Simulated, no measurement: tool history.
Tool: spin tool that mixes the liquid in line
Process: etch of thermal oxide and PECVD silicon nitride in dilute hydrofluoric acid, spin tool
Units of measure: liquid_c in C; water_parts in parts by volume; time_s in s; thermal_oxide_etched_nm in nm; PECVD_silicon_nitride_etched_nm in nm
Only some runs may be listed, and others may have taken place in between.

run  hour  liquid_c  water_parts  time_s  thermal_oxide_etched_nm  PECVD_silicon_nitride_etched_nm
  1   0.0      23.0           90     180                   9.7918                           6.9231
  2   4.3      23.0           90     235                  12.6620                           9.0237
  3   6.1      23.0          115     235                   9.5624                           7.0658
  4   8.6      23.0          115     285                  11.4760                           8.5274
  5  17.0      22.5          120     285                  10.8670                           7.9499
  6  23.7      22.5          120     225                   8.5744                           6.2779
  7  26.7      22.0          125     225                   8.0503                           5.8452
  8  27.5      21.5          125     225                   7.8603                           5.7117

What will run 9 give?
  9  33.1      21.0          125     225                        ?                                ?

Logged for run 9: thermal_oxide_etched_nm 7.6916 nm, PECVD_silicon_nitride_etched_nm 5.4736 nm.
